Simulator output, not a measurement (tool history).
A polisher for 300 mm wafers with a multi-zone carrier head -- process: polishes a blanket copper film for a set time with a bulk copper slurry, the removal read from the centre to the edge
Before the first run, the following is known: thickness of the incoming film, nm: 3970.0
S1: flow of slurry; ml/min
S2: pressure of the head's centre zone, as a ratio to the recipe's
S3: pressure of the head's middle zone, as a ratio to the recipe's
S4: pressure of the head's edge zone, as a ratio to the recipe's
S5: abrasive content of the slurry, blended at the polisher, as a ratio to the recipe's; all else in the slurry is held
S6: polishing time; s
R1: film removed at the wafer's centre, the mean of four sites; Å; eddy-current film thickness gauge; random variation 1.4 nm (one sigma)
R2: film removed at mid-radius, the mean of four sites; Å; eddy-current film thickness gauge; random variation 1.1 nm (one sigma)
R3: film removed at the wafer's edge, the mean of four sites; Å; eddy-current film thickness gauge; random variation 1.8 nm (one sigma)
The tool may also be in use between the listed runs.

run 1 day=0 | S1=190 S2=1 S3=1 S4=1 S5=1 S6=51 | R1=2752.4 R2=2674.3 R3=2555.9
run 2 day=0.038 | S1=180 S2=1 S3=0.96 S4=0.98 S5=0.9 S6=47 | R1=2424.6 R2=2316.7 R3=2274.2
run 3 day=0.367 | S1=180 S2=1 S3=0.99 S4=0.98 S5=0.9 S6=47 | R1=2434 R2=2372.6 R3=2259
run 4 day=0.417 | S1=180 S2=1 S3=0.99 S4=0.95 S5=0.9 S6=47 | R1=2421.6 R2=2338.2 R3=2256
run 5 day=0.488 | S1=175 S2=1.01 S3=0.95 S4=0.93 S5=0.8 S6=44 | R1=2215.2 R2=2078.3 R3=2039.2
-- day=0.529 edge zone pressure recalibrated
run 6 day=0.529 | S1=170 S2=1.02 S3=0.92 S4=0.92 S5=0.75 S6=42 | R1=2117.2 R2=1896.5 R3=1988.3
run 7 day=0.746 | S1=175 S2=1.03 S3=0.91 S4=0.9 S5=0.7 S6=40 | R1=2011.9 R2=1800.1 R3=1872
run 8 day=1 | S1=175 S2=1.03 S3=0.91 S4=0.9 S5=0.7 S6=40 | R1=2023.8 R2=1788.7 R3=1890.1
run 9 day=1.117 | S1=170 S2=1.04 S3=0.91 S4=0.88 S5=0.65 S6=38 | R1=1904 R2=1661.3 R3=1713
run 10 day=1.417 | S1=160 S2=1.04 S3=0.9 S4=0.87 S5=0.6 S6=38 | R1=1859.1 R2=1633.4 R3=1702.8
run 11 day=1.538 | S1=160 S2=1.04 S3=0.9 S4=0.87 S5=0.6 S6=38 | R1=1840.9 R2=1592.6 R3=1701.6
run 12 day=1.617 | S1=155 S2=1.04 S3=0.9 S4=0.86 S5=0.6 S6=38 | R1=1823.2 R2=1601.1 R3=1663.7
run 13 day=1.712 | S1=150 S2=1.04 S3=0.89 S4=0.85 S5=0.6 S6=38 | R1=1818.2 R2=1593.1 R3=1648.7
run 14 day=1.896 | S1=145 S2=1.04 S3=0.87 S4=0.84 S5=0.6 S6=38 | R1=1806.9 R2=1544.5 R3=1628.1
run 15 day=2.042 | S1=145 S2=1.04 S3=0.87 S4=0.84 S5=0.6 S6=38 | R1=1825.6 R2=1533.2 R3=1631

The next listed run, before its measurement:
run 16 day=2.325 | S1=140 S2=1.03 S3=0.86 S4=0.83 S5=0.6 S6=38 | R1=? R2=? R3=?

R1: 1761.8 Å
R2: 1510.1 Å
R3: 1603.8 Å

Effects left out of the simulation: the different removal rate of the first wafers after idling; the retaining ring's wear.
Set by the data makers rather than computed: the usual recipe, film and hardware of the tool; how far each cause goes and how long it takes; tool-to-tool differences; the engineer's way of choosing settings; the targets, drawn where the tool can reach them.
